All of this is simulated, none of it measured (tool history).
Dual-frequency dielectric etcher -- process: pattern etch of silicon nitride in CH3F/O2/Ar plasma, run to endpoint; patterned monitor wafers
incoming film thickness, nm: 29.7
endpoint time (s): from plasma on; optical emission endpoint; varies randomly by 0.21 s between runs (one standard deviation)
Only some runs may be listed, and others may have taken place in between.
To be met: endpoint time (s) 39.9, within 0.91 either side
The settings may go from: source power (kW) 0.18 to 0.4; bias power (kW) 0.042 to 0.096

run    day  source power (kW)  bias power (kW)  endpoint time (s)
  1      0               0.29            0.069             48.582
  2  0.158               0.32            0.069             47.015
  3  0.371               0.35            0.069             44.778
  4  0.729                0.4            0.069             42.329
  5  0.792                0.4            0.071             41.791
  6  1.158                0.4            0.073             41.271
  7  1.221                0.4            0.074             41.538
  8  1.488                0.4            0.076             41.217
  9  1.517                0.4            0.078             40.735
 10  1.596                0.4            0.079             40.934

Exactly one of the 4 candidate moves below puts every result within its allowed miss. Which one?
  A  1.675               0.37            0.086                  ?
  B  1.675                0.4            0.085                  ?
  C  1.675               0.38            0.076                  ?
  D  1.675               0.34            0.078                  ?

move  endpoint time (s)
   A             41.694
   B             40.382
   C             42.364
   D             44.292
A: lands further from the targets than the last run did
B: hits every target within its allowed miss
C: lands further from the targets than the last run did
D: lands further from the targets than the last run did
Move B is the one to make.
